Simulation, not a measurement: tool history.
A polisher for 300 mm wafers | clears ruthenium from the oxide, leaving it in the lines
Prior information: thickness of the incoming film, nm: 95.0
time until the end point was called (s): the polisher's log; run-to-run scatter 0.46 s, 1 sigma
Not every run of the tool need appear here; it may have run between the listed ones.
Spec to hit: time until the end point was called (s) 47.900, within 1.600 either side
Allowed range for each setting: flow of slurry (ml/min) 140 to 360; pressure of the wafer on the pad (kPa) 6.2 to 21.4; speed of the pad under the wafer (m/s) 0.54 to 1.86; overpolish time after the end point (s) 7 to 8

run  hour  flow of slurry (ml/min)  pressure of the wafer on the pad (kPa)  speed of the pad under the wafer (m/s)  overpolish time after the end point (s)  time until the end point was called (s)
  1   0.0                      230                                    13.8                                    1.18                                        8                                   85.057
  2   1.4                      230                                    13.8                                    1.18                                        8                                   84.389
  3   2.7                      230                                    15.2                                    1.18                                        8                                   78.774
  4  11.5                      230                                    15.9                                    1.20                                        8                                   76.144
  5  18.1                      230                                    16.5                                    1.22                                        8                                   70.257
  6  19.1                      230                                    17.9                                    1.22                                        8                                   67.912
     21.8  -- worn pad replaced by a new one
  7  21.8                      230                                    18.6                                    1.24                                        8                                   58.093
  8  24.0                      235                                    20.0                                    1.24                                        8                                   53.769

Of the 4 settings listed for the next run, only one would bring every result within its allowed miss of target. Which one?
  A  26.2                      230                                    20.7                                    1.48                                        8                                        ?
  B  26.2                      270                                    19.3                                    1.58                                        7                                        ?
  C  26.2                      290                                    16.5                                    1.72                                        7                                        ?
  D  26.2                      225                                    20.7                                    1.34                                        8                                        ?

move  time until the end point was called (s)
   A                                   43.619
   B                                   42.785
   C                                   44.386
   D                                   48.141
A: pushes the last run's worst result past its target
B: pushes the last run's worst result past its target
C: pushes the last run's worst result past its target
D: each result inside its tolerance
Answer: D
